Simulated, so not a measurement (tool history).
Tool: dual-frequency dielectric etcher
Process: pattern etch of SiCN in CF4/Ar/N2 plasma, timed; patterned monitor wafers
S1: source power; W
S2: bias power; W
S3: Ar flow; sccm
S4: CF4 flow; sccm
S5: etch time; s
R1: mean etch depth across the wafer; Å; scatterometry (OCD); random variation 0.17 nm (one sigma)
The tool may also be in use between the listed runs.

{"run": 1, "hour": 0.0, "S1": 390, "S2": 81, "S3": 82, "S4": 58, "S5": 70.5, "R1": 586.62}
{"run": 2, "hour": 1.0, "S1": 390, "S2": 93, "S3": 82, "S4": 58, "S5": 70.5, "R1": 630.36}
{"run": 3, "hour": 3.7, "S1": 390, "S2": 93, "S3": 73, "S4": 58, "S5": 70.5, "R1": 647.62}
{"run": 4, "hour": 11.0, "S1": 460, "S2": 93, "S3": 73, "S4": 58, "S5": 70.5, "R1": 733.56}
{"hour": 13.7, "done": "wet clean of the chamber"}
{"run": 5, "hour": 13.7, "S1": 460, "S2": 98, "S3": 73, "S4": 58, "S5": 70.5, "R1": 722.0}
{"run": 6, "hour": 21.0, "S1": 430, "S2": 98, "S3": 73, "S4": 58, "S5": 70.5, "R1": 689.76}
{"run": 7, "hour": 25.3, "S1": 350, "S2": 82, "S3": 89, "S4": 46, "S5": 70.5, "R1": 501.61}
{"run": 8, "hour": 28.2, "S1": 320, "S2": 78, "S3": 91, "S4": 46, "S5": 70.5, "R1": 454.71}
{"run": 9, "hour": 29.6, "S1": 300, "S2": 77, "S3": 91, "S4": 46, "S5": 70.5, "R1": 426.68}
{"run": 10, "hour": 36.8, "S1": 280, "S2": 77, "S3": 91, "S4": 46, "S5": 70.5, "R1": 400.09}
{"run": 11, "hour": 44.7, "S1": 270, "S2": 77, "S3": 91, "S4": 46, "S5": 70.5, "R1": 391.86}

Run 12 comes next. What will it give?
{"run": 12, "hour": 46.2, "S1": 260, "S2": 77, "S3": 91, "S4": 46, "S5": 70.5, "R1": "?"}

Run 12 gave R1 384.25 Å.
